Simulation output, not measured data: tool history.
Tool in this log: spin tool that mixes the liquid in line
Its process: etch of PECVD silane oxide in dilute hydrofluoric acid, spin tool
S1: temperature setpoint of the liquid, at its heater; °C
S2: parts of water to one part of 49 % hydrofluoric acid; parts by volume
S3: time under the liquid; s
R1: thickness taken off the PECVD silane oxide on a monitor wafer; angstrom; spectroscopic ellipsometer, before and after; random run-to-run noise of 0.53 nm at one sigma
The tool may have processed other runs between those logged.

run	hour	S1	S2	S3	R1
1	0.0	21.0	55	45	250.85
2	8.1	23.5	45	45	347.74
3	15.8	25.0	40	45	424.29
4	18.3	25.0	55	45	307.17
5	25.6	26.0	45	45	391.30
6	29.9	26.0	45	45	391.38
7	35.1	27.0	40	45	458.65
8	36.8	27.5	35	45	536.96

Expected results for the next run?
9	38.3	28.0	35	45	?

Run 9 yielded R1 550.61 angstrom.

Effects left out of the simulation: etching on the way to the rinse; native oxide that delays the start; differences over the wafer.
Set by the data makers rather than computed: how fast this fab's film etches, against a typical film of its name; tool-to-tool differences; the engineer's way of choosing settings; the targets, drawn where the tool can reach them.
